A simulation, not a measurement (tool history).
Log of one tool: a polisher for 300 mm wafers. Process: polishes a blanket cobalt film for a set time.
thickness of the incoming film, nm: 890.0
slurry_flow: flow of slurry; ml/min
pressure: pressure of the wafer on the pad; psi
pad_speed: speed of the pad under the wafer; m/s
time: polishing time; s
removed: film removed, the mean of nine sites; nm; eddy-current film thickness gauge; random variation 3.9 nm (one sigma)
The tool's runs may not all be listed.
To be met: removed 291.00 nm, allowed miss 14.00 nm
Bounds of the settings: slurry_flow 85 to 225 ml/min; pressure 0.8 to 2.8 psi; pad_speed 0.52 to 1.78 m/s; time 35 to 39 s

run,day,slurry_flow,pressure,pad_speed,time,removed
1,0.000,145,1.8,1.14,39,216.80
2,0.242,145,1.8,1.32,39,253.28
3,0.338,165,1.8,1.32,39,255.14
4,0.625,165,1.8,1.32,39,258.33
5,0.967,180,1.8,1.32,39,257.31
6,1.283,180,1.8,1.18,39,231.85
7,1.375,180,1.9,1.18,39,243.97
8,1.521,180,2.1,1.20,39,270.29

5 next moves are on the table. One of them brings every result within its allowed miss. Which?
A,1.667,170,1.8,1.46,39,?
B,1.667,200,2.1,1.08,39,?
C,1.667,190,1.8,1.36,38,?
D,1.667,175,2.3,1.12,35,?
E,1.667,160,2.1,1.28,35,?

move,removed
A,280.05
B,241.88
C,259.07
D,237.31
E,247.20
A: meets every target
B: further off than the last run
C: further off than the last run
D: further off than the last run
E: further off than the last run
Move A is the one to make.
